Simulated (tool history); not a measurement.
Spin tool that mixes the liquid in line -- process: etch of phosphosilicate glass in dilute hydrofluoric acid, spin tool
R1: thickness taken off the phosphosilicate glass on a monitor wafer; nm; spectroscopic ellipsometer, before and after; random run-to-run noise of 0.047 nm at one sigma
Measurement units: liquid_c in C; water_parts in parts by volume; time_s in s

{"run": 1, "hour": 0.0, "liquid_c": 25, "water_parts": 250, "time_s": 15, "R1": 4.7811}
{"run": 2, "hour": 2.2, "liquid_c": 27, "water_parts": 235, "time_s": 15, "R1": 5.5952}
{"run": 3, "hour": 5.5, "liquid_c": 28.5, "water_parts": 225, "time_s": 15, "R1": 6.1503}
{"run": 4, "hour": 10.1, "liquid_c": 29.5, "water_parts": 215, "time_s": 15, "R1": 6.7989}
{"run": 5, "hour": 12.6, "liquid_c": 30.5, "water_parts": 210, "time_s": 15, "R1": 7.2361}
{"run": 6, "hour": 15.8, "liquid_c": 30.5, "water_parts": 210, "time_s": 15, "R1": 7.222}
{"run": 7, "hour": 20.1, "liquid_c": 31, "water_parts": 205, "time_s": 15, "R1": 7.5433}
{"run": 8, "hour": 22.8, "liquid_c": 31.5, "water_parts": 200, "time_s": 15, "R1": 7.9576}

Forecast run 9:
{"run": 9, "hour": 25.7, "liquid_c": 32, "water_parts": 200, "time_s": 15, "R1": "?"}

{"run 9": {"R1": 8.1295}}
